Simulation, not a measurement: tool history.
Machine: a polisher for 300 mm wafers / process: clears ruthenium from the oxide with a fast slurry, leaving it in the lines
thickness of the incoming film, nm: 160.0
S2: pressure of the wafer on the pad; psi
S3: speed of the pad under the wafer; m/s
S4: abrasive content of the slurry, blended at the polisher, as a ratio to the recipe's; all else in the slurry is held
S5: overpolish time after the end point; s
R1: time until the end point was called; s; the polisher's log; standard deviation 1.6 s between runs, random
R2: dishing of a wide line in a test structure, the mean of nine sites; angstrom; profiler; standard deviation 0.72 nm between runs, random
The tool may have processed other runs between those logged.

run 1 hour=0.0 | flow_of_slurry_(ml/min)=295 S2=2.0 S3=0.98 S4=1.0 S5=26 | R1=55.850 R2=488.50
run 2 hour=5.4 | flow_of_slurry_(ml/min)=295 S2=2.5 S3=0.98 S4=1.0 S5=26 | R1=43.773 R2=557.77
run 3 hour=13.9 | flow_of_slurry_(ml/min)=295 S2=2.5 S3=0.76 S4=1.0 S5=26 | R1=55.691 R2=473.31
run 4 hour=14.8 | flow_of_slurry_(ml/min)=295 S2=2.5 S3=0.76 S4=1.0 S5=21 | R1=55.206 R2=402.84
run 5 hour=15.8 | flow_of_slurry_(ml/min)=295 S2=2.4 S3=0.76 S4=1.0 S5=21 | R1=58.180 R2=399.78
run 6 hour=21.8 | flow_of_slurry_(ml/min)=295 S2=2.3 S3=0.76 S4=1.0 S5=21 | R1=62.579 R2=389.07

Run 7 is up next; what results do you expect?
run 7 hour=29.3 | flow_of_slurry_(ml/min)=295 S2=2.2 S3=0.76 S4=1.0 S5=21 | R1=? R2=?

R1: 64.661 s
R2: 374.34 angstrom
